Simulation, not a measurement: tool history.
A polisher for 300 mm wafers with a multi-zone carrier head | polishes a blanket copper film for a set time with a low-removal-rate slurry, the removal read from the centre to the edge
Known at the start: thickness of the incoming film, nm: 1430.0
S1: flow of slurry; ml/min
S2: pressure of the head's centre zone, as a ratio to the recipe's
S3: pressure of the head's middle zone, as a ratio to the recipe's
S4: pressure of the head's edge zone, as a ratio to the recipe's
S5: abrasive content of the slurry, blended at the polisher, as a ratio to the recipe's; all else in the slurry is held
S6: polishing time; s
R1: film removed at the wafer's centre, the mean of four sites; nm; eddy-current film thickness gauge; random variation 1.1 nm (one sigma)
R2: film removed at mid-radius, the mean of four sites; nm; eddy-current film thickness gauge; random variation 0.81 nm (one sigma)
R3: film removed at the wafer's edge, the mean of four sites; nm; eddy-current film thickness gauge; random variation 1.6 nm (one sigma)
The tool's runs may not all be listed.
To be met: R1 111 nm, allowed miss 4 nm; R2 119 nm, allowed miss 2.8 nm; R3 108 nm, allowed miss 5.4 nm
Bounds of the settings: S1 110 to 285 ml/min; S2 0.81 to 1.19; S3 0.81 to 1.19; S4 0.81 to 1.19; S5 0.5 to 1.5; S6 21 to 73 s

run,hour,S1,S2,S3,S4,S5,S6,R1,R2,R3
1,0,180,1,1,1,1,47,105.86,102.86,103.87
2,5.4,180,1,1,1,1,51,113.98,110.49,112.77
3,11.5,180,1,1,0.94,1,51,111.8,110.5,109.86
4,17.9,140,1,1,0.94,1,51,109.75,108.35,107.69
5,18.9,140,1,1,0.94,1.2,51,111.15,110.25,108.74
6,22.7,140,1,1.04,0.94,1.2,51,112.92,113.79,112.65
7,29.7,145,1,1.05,0.91,1.2,51,112.18,115.85,109.2
8,38.2,145,1,1.05,0.9,1.2,51,113.82,116.11,110.57

Which of these 4 next moves meets every target?
A,46.7,185,1.11,1.09,0.86,1.2,46,?,?,?
B,46.7,135,1,1.05,0.94,1.05,57,?,?,?
C,46.7,160,0.99,1.11,0.93,0.85,53,?,?,?
D,46.7,145,1.05,1.03,0.83,1.5,51,?,?,?

move,R1,R2,R3
A,117.74,112.38,98.866
B,120.11,124.63,119.38
C,109.94,119.82,108.3
D,123.45,119.94,109.79
A: further off than the last run
B: takes the result that was furthest off past its target
C: meets every target
D: brings the result that was furthest off to its target, and leaves another outside
Answer: C

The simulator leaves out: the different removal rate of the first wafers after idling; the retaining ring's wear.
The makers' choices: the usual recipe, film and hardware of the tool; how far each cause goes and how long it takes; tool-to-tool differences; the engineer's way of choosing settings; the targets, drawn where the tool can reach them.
